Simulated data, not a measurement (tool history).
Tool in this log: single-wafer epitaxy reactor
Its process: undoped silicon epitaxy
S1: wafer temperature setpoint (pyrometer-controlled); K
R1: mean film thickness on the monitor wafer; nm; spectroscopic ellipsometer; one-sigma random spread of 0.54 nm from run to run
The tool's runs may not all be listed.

Run 1, hour 0: S1 938.15 K, deposition time (s) 497. Result: R1 119.49 nm.
Run 2, hour 3.5: S1 944.15 K, deposition time (s) 497. Result: R1 138.25 nm.
Run 3, hour 11.5: S1 936.15 K, deposition time (s) 497. Result: R1 114.33 nm.
Run 4, hour 13: S1 942.15 K, deposition time (s) 499. Result: R1 132.33 nm.
Run 5, hour 18.6: S1 937.15 K, deposition time (s) 499. Result: R1 117.91 nm.
Run 6, hour 20.4: S1 942.15 K, deposition time (s) 499. Result: R1 131.6 nm.
Run 7, hour 23.8: S1 946.15 K, deposition time (s) 500. Result: R1 145.53 nm.
Run 8, hour 26.9: S1 946.15 K, deposition time (s) 500. Result: R1 145.43 nm.
Run 9, hour 35.1: S1 949.15 K, deposition time (s) 501. Result: R1 156 nm.
Run 10, hour 41.5: S1 951.15 K, deposition time (s) 502. Result: R1 163.43 nm.

Predict the results of run 11:
Run 11, hour 46.8: S1 953.15 K, deposition time (s) 502. Result: R1 ?.

{"run 11": {"R1": 170.5}}

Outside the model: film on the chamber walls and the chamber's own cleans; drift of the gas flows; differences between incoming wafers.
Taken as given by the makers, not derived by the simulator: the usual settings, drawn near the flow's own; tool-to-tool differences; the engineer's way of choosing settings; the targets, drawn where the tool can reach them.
